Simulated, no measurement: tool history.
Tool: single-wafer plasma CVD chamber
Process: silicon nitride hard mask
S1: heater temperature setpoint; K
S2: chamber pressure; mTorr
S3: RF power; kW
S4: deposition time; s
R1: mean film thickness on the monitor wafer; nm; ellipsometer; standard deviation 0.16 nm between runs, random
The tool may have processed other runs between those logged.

run 1 hour=0 | S1=688.15 S2=1100 S3=0.36 S4=51.1 | R1=61.677
run 2 hour=1.1 | S1=688.15 S2=1100 S3=0.36 S4=52.8 | R1=63.751
run 3 hour=3.8 | S1=688.15 S2=1000 S3=0.355 S4=52.8 | R1=61.161
run 4 hour=4.6 | S1=688.15 S2=1000 S3=0.355 S4=52.8 | R1=61.021
run 5 hour=13.1 | S1=688.15 S2=1130 S3=0.355 S4=52.8 | R1=63.628
run 6 hour=15.1 | S1=693.15 S2=1130 S3=0.355 S4=52.8 | R1=63.718
run 7 hour=23.8 | S1=693.15 S2=1040 S3=0.35 S4=52.8 | R1=61.176
run 8 hour=24.5 | S1=693.15 S2=980 S3=0.35 S4=52.8 | R1=59.824
run 9 hour=27.8 | S1=693.15 S2=940 S3=0.35 S4=52.8 | R1=59.127

Run 10, settings as shown, results not yet in. Your forecast:
run 10 hour=34.8 | S1=693.15 S2=900 S3=0.35 S4=52.8 | R1=?

{"run 10": {"R1": 58.424}}

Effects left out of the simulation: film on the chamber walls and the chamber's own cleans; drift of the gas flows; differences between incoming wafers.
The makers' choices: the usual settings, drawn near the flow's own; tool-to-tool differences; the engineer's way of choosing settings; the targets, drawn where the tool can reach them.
